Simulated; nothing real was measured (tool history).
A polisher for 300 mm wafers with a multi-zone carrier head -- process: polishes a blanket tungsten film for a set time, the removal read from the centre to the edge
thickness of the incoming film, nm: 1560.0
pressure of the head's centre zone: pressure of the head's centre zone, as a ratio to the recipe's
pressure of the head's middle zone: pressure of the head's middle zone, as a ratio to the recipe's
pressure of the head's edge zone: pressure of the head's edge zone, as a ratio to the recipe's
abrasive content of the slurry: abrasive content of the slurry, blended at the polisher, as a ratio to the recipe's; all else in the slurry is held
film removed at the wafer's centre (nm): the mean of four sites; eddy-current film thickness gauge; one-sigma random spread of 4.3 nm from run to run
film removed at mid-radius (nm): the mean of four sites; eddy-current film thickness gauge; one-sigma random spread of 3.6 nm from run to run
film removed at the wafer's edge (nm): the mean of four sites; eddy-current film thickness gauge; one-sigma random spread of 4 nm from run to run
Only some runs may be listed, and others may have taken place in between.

run,hour,flow of slurry (ml/min),pressure of the head's centre zone,pressure of the head's middle zone,pressure of the head's edge zone,abrasive content of the slurry,polishing time (s),film removed at the wafer's centre (nm),film removed at mid-radius (nm),film removed at the wafer's edge (nm)
1,0,240,1,1,1,1,67,598.06,589.22,584.58
2,7.5,300,1,1,1,1,67,611.21,601.9,603.48
3,11.2,295,0.98,0.99,0.99,0.95,66,591.4,596.28,568.54
4,13.8,295,0.98,0.99,0.99,0.95,60,546.88,531.03,526.74
5,20.1,285,0.96,0.99,1.01,0.9,59,500.43,512.38,514.38
6,27.7,335,0.96,0.99,1.01,0.9,59,509.89,520.57,522.36
7,35.5,295,0.86,0.91,0.91,0.65,55,426.17,425.54,430.56

Estimate the outcome of run 8 from the log above:
8,38.4,295,0.86,0.91,0.91,0.65,55,?,?,?

Logged for run 8: film removed at the wafer's centre (nm) 414.12, film removed at mid-radius (nm) 426.99, film removed at the wafer's edge (nm) 444.85.

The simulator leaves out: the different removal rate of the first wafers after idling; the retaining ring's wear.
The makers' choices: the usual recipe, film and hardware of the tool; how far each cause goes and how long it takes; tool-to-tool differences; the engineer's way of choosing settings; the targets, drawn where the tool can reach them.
